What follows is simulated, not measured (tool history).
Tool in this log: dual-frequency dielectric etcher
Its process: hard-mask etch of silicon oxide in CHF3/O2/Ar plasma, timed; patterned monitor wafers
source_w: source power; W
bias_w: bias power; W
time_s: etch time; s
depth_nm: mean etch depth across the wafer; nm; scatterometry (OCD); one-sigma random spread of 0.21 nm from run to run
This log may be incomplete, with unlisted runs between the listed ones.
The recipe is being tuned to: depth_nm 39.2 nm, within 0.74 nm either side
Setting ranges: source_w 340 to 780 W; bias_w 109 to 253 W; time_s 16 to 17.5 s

Run 1, hour 0: source_w 560 W, bias_w 181 W, time_s 17.5 s. Result: depth_nm 35.404 nm.
Run 2, hour 6.7: source_w 580 W, bias_w 183 W, time_s 17.5 s. Result: depth_nm 36.265 nm.
Run 3, hour 14.1: source_w 580 W, bias_w 167 W, time_s 17.5 s. Result: depth_nm 35.321 nm.
Run 4, hour 19.4: source_w 600 W, bias_w 169 W, time_s 17.5 s. Result: depth_nm 35.963 nm.
Run 5, hour 21.7: source_w 620 W, bias_w 170 W, time_s 17.5 s. Result: depth_nm 36.733 nm.
Run 6, hour 27.6: source_w 620 W, bias_w 170 W, time_s 16 s. Result: depth_nm 33.444 nm.
Run 7, hour 29.4: source_w 640 W, bias_w 177 W, time_s 16 s. Result: depth_nm 34.441 nm.
Run 8, hour 34.4: source_w 660 W, bias_w 183 W, time_s 16 s. Result: depth_nm 35.546 nm.
Run 9, hour 42.1: source_w 680 W, bias_w 185 W, time_s 16 s. Result: depth_nm 36.091 nm.
Run 10, hour 43.3: source_w 700 W, bias_w 187 W, time_s 16 s. Result: depth_nm 36.754 nm.
Run 11, hour 46.2: source_w 710 W, bias_w 189 W, time_s 16 s. Result: depth_nm 37.25 nm.
Run 12, hour 54: source_w 720 W, bias_w 190 W, time_s 16 s. Result: depth_nm 37.576 nm.
Run 13, hour 55.6: source_w 730 W, bias_w 191 W, time_s 16 s. Result: depth_nm 37.872 nm.
Run 14, hour 56.2: source_w 740 W, bias_w 192 W, time_s 16 s. Result: depth_nm 38.213 nm.

Exercise: of the 4 proposed moves below, exactly one satisfies all targets within the stated allowed misses. Which move is it?
Run A, hour 56.8: source_w 720 W, bias_w 189 W, time_s 16 s. Result: depth_nm ?.
Run B, hour 56.8: source_w 720 W, bias_w 134 W, time_s 17.5 s. Result: depth_nm ?.
Run C, hour 56.8: source_w 780 W, bias_w 173 W, time_s 16.5 s. Result: depth_nm ?.
Run D, hour 56.8: source_w 780 W, bias_w 199 W, time_s 16.5 s. Result: depth_nm ?.

move  depth_nm
   A    37.282
   B    36.596
   C    38.846
   D    40.646
A: the biggest miss grows against the last run
B: the biggest miss grows against the last run
C: meets every target
D: pushes the last run's worst result past its target
So the answer is move C, the one that meets all the targets.
